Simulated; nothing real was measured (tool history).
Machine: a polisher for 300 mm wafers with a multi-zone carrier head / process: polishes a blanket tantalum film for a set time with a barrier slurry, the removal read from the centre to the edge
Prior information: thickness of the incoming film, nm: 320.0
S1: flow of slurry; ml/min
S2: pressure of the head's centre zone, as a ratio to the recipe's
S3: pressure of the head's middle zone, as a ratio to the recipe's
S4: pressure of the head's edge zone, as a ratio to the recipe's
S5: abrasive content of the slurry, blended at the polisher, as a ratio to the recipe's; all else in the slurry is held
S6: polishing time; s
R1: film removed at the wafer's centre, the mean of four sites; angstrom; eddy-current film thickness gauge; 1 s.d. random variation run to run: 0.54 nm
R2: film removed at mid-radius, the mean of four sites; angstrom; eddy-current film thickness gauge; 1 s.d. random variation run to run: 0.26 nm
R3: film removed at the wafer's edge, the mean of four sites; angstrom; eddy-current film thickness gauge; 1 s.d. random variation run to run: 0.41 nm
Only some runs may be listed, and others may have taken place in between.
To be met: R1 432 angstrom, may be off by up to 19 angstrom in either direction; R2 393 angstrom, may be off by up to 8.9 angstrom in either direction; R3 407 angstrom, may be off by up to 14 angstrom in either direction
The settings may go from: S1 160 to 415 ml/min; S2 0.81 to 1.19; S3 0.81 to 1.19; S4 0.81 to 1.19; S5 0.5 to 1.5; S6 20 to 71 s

run 1 day=0 | S1=265 S2=1 S3=1 S4=1 S5=1 S6=45 | R1=673.56 R2=653.11 R3=644.09
run 2 day=0.346 | S1=260 S2=0.99 S3=0.98 S4=0.98 S5=0.95 S6=44 | R1=646.55 R2=631.25 R3=637.21
run 3 day=0.412 | S1=260 S2=1 S3=0.98 S4=0.98 S5=0.9 S6=42 | R1=595.1 R2=592.31 R3=596.68
run 4 day=0.767 | S1=260 S2=1.06 S3=0.98 S4=0.98 S5=0.9 S6=42 | R1=636.09 R2=598.79 R3=591.4
run 5 day=0.921 | S1=260 S2=1.06 S3=0.98 S4=1.06 S5=0.9 S6=42 | R1=637.99 R2=595.5 R3=599.29
run 6 day=1.117 | S1=260 S2=1.06 S3=0.98 S4=1.06 S5=0.9 S6=52 | R1=777.14 R2=728.67 R3=746.19
run 7 day=1.317 | S1=260 S2=1.07 S3=0.97 S4=1.06 S5=0.85 S6=49 | R1=738.76 R2=673.87 R3=691.67
run 8 day=1.388 | S1=260 S2=1.07 S3=0.97 S4=1.06 S5=0.8 S6=46 | R1=675.88 R2=611.69 R3=651.87
run 9 day=1.658 | S1=260 S2=1.08 S3=0.98 S4=1.05 S5=0.75 S6=44 | R1=647.32 R2=582.54 R3=611.89
run 10 day=1.967 | S1=240 S2=0.98 S3=0.88 S4=0.95 S5=0.5 S6=31 | R1=354.8 R2=327.05 R3=357.9
run 11 day=2.242 | S1=250 S2=0.99 S3=0.89 S4=0.96 S5=0.5 S6=31 | R1=359.07 R2=334.86 R3=356.24
run 12 day=2.617 | S1=255 S2=1 S3=0.9 S4=0.98 S5=0.5 S6=31 | R1=376.65 R2=340.49 R3=368.67
run 13 day=2.962 | S1=265 S2=1 S3=0.91 S4=0.99 S5=0.5 S6=31 | R1=378.54 R2=346.99 R3=364.92
run 14 day=3.317 | S1=265 S2=1.01 S3=0.92 S4=1 S5=0.5 S6=31 | R1=369.14 R2=345.75 R3=373.09
run 15 day=3.625 | S1=270 S2=1.03 S3=0.93 S4=1 S5=0.5 S6=31 | R1=382.24 R2=353.34 R3=368.28
run 16 day=3.929 | S1=270 S2=1.04 S3=0.94 S4=1.02 S5=0.5 S6=31 | R1=380.47 R2=352.84 R3=372.21

Next run, 5 choices. One meets every target within its allowed miss, the rest don't. Which?
run A day=4.233 | S1=275 S2=1.03 S3=0.9 S4=1.04 S5=0.5 S6=28 | R1=? R2=? R3=?
run B day=4.233 | S1=310 S2=0.95 S3=1 S4=1.03 S5=0.5 S6=33 | R1=? R2=? R3=?
run C day=4.233 | S1=260 S2=1.16 S3=0.82 S4=1.14 S5=0.5 S6=33 | R1=? R2=? R3=?
run D day=4.233 | S1=315 S2=1.06 S3=0.96 S4=1.04 S5=0.55 S6=32 | R1=? R2=? R3=?
run E day=4.233 | S1=210 S2=1.01 S3=0.87 S4=1.13 S5=0.5 S6=30 | R1=? R2=? R3=?

move=A R1=339.9 R2=310.9 R3=345.07
move=B R1=375.65 R2=405.54 R3=408.54
move=C R1=446.63 R2=336.88 R3=420.78
move=D R1=419.19 R2=392.54 R3=411.16
move=E R1=342.94 R2=312.3 R3=372.47
A: misses by more than the last run did
B: takes the result that was furthest off past its target
C: misses by more than the last run did
D: every result lands within tolerance
E: misses by more than the last run did
The move that meets every target is D.
